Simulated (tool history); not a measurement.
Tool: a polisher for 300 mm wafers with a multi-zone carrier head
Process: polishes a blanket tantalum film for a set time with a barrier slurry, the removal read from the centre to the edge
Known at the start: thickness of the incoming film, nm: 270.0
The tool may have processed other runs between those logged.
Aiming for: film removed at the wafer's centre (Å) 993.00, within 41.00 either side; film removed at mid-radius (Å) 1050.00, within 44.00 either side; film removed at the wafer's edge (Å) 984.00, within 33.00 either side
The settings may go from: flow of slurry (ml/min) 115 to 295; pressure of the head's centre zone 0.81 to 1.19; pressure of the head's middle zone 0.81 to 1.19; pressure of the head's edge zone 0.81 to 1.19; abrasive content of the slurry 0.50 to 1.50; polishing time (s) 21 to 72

| run | hour | flow of slurry (ml/min) | pressure of the head's centre zone | pressure of the head's middle zone | pressure of the head's edge zone | abrasive content of the slurry | polishing time (s) | film removed at the wafer's centre (Å) | film removed at mid-radius (Å) | film removed at the wafer's edge (Å) |
|---|---|---|---|---|---|---|---|---|---|---|
| 1 | 0.0 | 190 | 1.00 | 1.00 | 1.00 | 1.00 | 46 | 870.76 | 888.98 | 840.02 |
| 2 | 7.0 | 190 | 1.00 | 1.00 | 1.08 | 1.00 | 46 | 863.45 | 886.75 | 880.85 |
| 3 | 10.7 | 225 | 1.00 | 1.00 | 1.08 | 1.00 | 46 | 879.04 | 896.10 | 883.65 |
| 4 | 17.8 | 225 | 1.00 | 1.00 | 1.08 | 1.00 | 54 | 1036.80 | 1053.80 | 1043.30 |
| 5 | 26.0 | 245 | 1.00 | 1.00 | 1.08 | 1.00 | 54 | 1052.00 | 1067.30 | 1054.90 |
| 6 | 32.8 | 245 | 1.00 | 0.96 | 1.08 | 1.00 | 54 | 1039.20 | 1053.00 | 1041.90 |
| 7 | 36.7 | 245 | 0.99 | 0.96 | 1.07 | 1.00 | 54 | 1052.90 | 1051.80 | 1035.50 |
| 8 | 40.8 | 245 | 0.99 | 0.96 | 1.07 | 1.00 | 54 | 1052.70 | 1056.70 | 1058.00 |
| 9 | 42.1 | 245 | 0.99 | 0.97 | 1.06 | 1.00 | 54 | 1043.70 | 1056.40 | 1040.40 |
| 10 | 45.5 | 245 | 0.99 | 0.97 | 1.05 | 1.00 | 54 | 1055.20 | 1029.70 | 1036.10 |
| 11 | 50.3 | 240 | 0.99 | 0.99 | 1.05 | 1.00 | 54 | 1030.40 | 1056.40 | 1041.70 |
| 12 | 52.4 | 240 | 0.99 | 1.00 | 1.03 | 1.00 | 54 | 1045.10 | 1065.80 | 1027.40 |
| 13 | 59.6 | 240 | 0.99 | 1.00 | 1.02 | 1.00 | 54 | 1021.70 | 1055.20 | 1014.90 |
| 14 | 61.8 | 240 | 0.99 | 1.00 | 1.01 | 1.00 | 54 | 1037.70 | 1068.70 | 1036.80 |
| 15 | 64.6 | 220 | 0.99 | 1.03 | 0.97 | 0.90 | 54 | 979.86 | 1017.50 | 960.61 |
| 16 | 66.9 | 220 | 0.99 | 1.04 | 0.98 | 0.90 | 54 | 986.77 | 1030.00 | 950.74 |

Which of these 4 next moves meets every target?
| A | 69.2 | 215 | 1.05 | 1.00 | 1.00 | 0.95 | 54 | ? | ? | ? |
| B | 69.2 | 220 | 0.96 | 1.01 | 0.97 | 0.95 | 55 | ? | ? | ? |
| C | 69.2 | 220 | 1.04 | 1.06 | 0.94 | 0.95 | 51 | ? | ? | ? |
| D | 69.2 | 235 | 1.02 | 1.04 | 0.94 | 0.85 | 55 | ? | ? | ? |

| move | film removed at the wafer's centre (Å) | film removed at mid-radius (Å) | film removed at the wafer's edge (Å) |
|---|---|---|---|
| A | 1065.30 | 1009.60 | 990.10 |
| B | 995.03 | 1038.30 | 996.17 |
| C | 1000.40 | 990.50 | 909.70 |
| D | 1009.50 | 1006.90 | 933.36 |
A: the worst result of the last run now meets its target, but another is out of spec
B: meets every target
C: further off than the last run
D: further off than the last run
B is the move that brings every result within its allowed miss.
